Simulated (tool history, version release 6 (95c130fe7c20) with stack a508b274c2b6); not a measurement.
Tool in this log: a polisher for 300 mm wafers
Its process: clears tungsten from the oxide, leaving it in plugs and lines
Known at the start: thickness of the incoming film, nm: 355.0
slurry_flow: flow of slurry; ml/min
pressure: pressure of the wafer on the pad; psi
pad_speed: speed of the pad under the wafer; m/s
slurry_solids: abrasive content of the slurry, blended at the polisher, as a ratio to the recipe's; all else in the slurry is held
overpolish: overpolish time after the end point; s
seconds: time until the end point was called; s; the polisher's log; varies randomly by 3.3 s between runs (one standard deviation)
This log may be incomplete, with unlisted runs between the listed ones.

Run 1, hour 0.0: slurry_flow 165 ml/min, pressure 2.3 psi, pad_speed 1.24 m/s, slurry_solids 1.0, overpolish 40 s. Result: seconds 148.49 s.
Run 2, hour 4.0: slurry_flow 130 ml/min, pressure 2.3 psi, pad_speed 1.24 m/s, slurry_solids 1.0, overpolish 40 s. Result: seconds 149.35 s.
Run 3, hour 4.6: slurry_flow 130 ml/min, pressure 2.9 psi, pad_speed 1.24 m/s, slurry_solids 1.0, overpolish 40 s. Result: seconds 119.91 s.
Run 4, hour 10.7: slurry_flow 130 ml/min, pressure 2.8 psi, pad_speed 1.22 m/s, slurry_solids 1.0, overpolish 40 s. Result: seconds 126.94 s.
Run 5, hour 13.3: slurry_flow 130 ml/min, pressure 3.3 psi, pad_speed 1.22 m/s, slurry_solids 1.0, overpolish 40 s. Result: seconds 111.42 s.
Run 6, hour 18.9: slurry_flow 130 ml/min, pressure 3.1 psi, pad_speed 1.20 m/s, slurry_solids 1.0, overpolish 40 s. Result: seconds 117.75 s.

Predict the results of run 7:
Run 7, hour 27.3: slurry_flow 130 ml/min, pressure 2.9 psi, pad_speed 1.18 m/s, slurry_solids 1.0, overpolish 40 s. Result: seconds ?.

seconds: 129.10 s
